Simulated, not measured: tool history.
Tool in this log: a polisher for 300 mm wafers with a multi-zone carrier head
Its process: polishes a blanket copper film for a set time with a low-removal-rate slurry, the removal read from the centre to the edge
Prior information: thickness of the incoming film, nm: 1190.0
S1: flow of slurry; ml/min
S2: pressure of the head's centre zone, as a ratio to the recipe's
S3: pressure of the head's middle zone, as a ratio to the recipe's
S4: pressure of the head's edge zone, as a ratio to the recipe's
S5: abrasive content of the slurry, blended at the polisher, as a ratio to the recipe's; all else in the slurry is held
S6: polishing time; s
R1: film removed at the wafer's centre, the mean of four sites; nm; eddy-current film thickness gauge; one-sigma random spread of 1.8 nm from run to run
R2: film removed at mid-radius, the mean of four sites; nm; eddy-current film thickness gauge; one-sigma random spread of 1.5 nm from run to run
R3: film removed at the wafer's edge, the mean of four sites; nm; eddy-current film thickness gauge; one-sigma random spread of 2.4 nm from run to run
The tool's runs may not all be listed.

| run | hour | S1 | S2 | S3 | S4 | S5 | S6 | R1 | R2 | R3 |
|---|---|---|---|---|---|---|---|---|---|---|
| 1 | 0 | 140 | 1 | 1 | 1 | 1 | 76 | 130.43 | 134.45 | 132.4 |
| 2 | 1.6 | 140 | 1 | 0.96 | 1 | 1 | 76 | 130.55 | 128.07 | 133.71 |
| 3 | 6.1 | 140 | 1 | 0.96 | 1.04 | 1 | 76 | 132.84 | 127.39 | 129.71 |
| 4 | 13.5 | 140 | 1 | 0.96 | 1.04 | 1 | 95 | 164.64 | 161.18 | 164.22 |
| 5 | 15.9 | 140 | 1.05 | 0.96 | 1.04 | 1 | 95 | 174.37 | 160.96 | 168.57 |
| 6 | 19 | 140 | 1.03 | 0.96 | 1.03 | 1.05 | 95 | 172.54 | 164.13 | 169.94 |

The next listed run, before its measurement:
| 7 | 25.2 | 140 | 1.02 | 0.96 | 1.02 | 1.1 | 95 | ? | ? | ? |

{"run 7": {"R1": 168.19, "R2": 164.16, "R3": 167.81}}

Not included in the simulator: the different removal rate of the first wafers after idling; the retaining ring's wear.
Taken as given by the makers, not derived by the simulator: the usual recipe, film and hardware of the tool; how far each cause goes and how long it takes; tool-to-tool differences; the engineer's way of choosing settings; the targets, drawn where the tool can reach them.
